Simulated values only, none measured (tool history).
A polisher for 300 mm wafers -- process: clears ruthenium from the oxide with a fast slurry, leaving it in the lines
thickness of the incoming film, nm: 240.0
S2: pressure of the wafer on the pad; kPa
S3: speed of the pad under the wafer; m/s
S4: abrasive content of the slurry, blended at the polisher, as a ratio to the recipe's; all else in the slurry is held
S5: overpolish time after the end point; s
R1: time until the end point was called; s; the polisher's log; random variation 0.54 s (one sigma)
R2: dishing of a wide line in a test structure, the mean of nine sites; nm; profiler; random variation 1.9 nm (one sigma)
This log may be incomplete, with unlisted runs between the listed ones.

run 1 hour=0.0 | flow_of_slurry_(ml/min)=240 S2=15.9 S3=0.98 S4=1.00 S5=23 | R1=57.740 R2=54.547
run 2 hour=4.8 | flow_of_slurry_(ml/min)=215 S2=15.9 S3=0.98 S4=1.00 S5=23 | R1=55.940 R2=52.893
run 3 hour=10.2 | flow_of_slurry_(ml/min)=215 S2=17.2 S3=0.98 S4=1.00 S5=24 | R1=52.349 R2=56.983
run 4 hour=15.0 | flow_of_slurry_(ml/min)=215 S2=13.8 S3=0.98 S4=1.00 S5=24 | R1=65.484 R2=51.333
run 5 hour=15.7 | flow_of_slurry_(ml/min)=215 S2=15.2 S3=0.98 S4=1.00 S5=25 | R1=58.749 R2=57.803
run 6 hour=18.9 | flow_of_slurry_(ml/min)=215 S2=15.2 S3=0.98 S4=0.85 S5=25 | R1=64.848 R2=53.246
run 7 hour=27.7 | flow_of_slurry_(ml/min)=215 S2=16.5 S3=0.98 S4=0.85 S5=26 | R1=59.425 R2=57.197
run 8 hour=32.5 | flow_of_slurry_(ml/min)=215 S2=17.9 S3=0.98 S4=0.85 S5=26 | R1=54.042 R2=57.791
run 9 hour=41.4 | flow_of_slurry_(ml/min)=215 S2=18.6 S3=0.98 S4=0.85 S5=27 | R1=53.084 R2=61.077
run 10 hour=42.9 | flow_of_slurry_(ml/min)=215 S2=22.8 S3=1.02 S4=0.85 S5=27 | R1=41.901 R2=68.372
run 11 hour=45.0 | flow_of_slurry_(ml/min)=215 S2=24.1 S3=1.04 S4=0.85 S5=28 | R1=38.088 R2=72.874
run 12 hour=53.0 | flow_of_slurry_(ml/min)=215 S2=24.1 S3=1.04 S4=0.85 S5=29 | R1=38.805 R2=71.711

Expected results for the next run?
run 13 hour=58.2 | flow_of_slurry_(ml/min)=215 S2=24.1 S3=1.04 S4=0.85 S5=30 | R1=? R2=?

Run 13 came out at R1 38.692 s, R2 74.252 nm.
